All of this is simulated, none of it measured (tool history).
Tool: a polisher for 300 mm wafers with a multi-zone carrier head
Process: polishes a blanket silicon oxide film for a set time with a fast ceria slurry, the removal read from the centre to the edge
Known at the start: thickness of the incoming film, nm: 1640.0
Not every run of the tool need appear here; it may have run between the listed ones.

run	day	flow of slurry (ml/min)	pressure of the head's centre zone	pressure of the head's middle zone	pressure of the head's edge zone	polishing time (s)	film removed at the wafer's centre (nm)	film removed at mid-radius (nm)	film removed at the wafer's edge (nm)
1	0.000	200	1.00	1.00	1.00	26	471.40	465.53	477.70
2	0.375	205	1.00	1.01	1.05	28	508.17	507.87	519.76
3	0.542	205	0.98	1.00	1.08	30	542.94	542.65	565.45
4	0.746	210	0.96	0.99	1.11	31	545.39	557.74	585.56
5	0.975	210	0.96	0.95	1.11	31	544.04	543.02	590.83
6	1.308	210	1.02	0.95	1.11	31	583.42	540.41	609.92
7	1.596	215	1.00	0.96	1.14	32	586.24	557.60	622.81

Run 8 has not been measured yet. What should we expect?
8	1.658	215	0.98	0.96	1.15	33	?	?	?

Run 8 measured film removed at the wafer's centre (nm) 604.39, film removed at mid-radius (nm) 578.82, film removed at the wafer's edge (nm) 647.64.
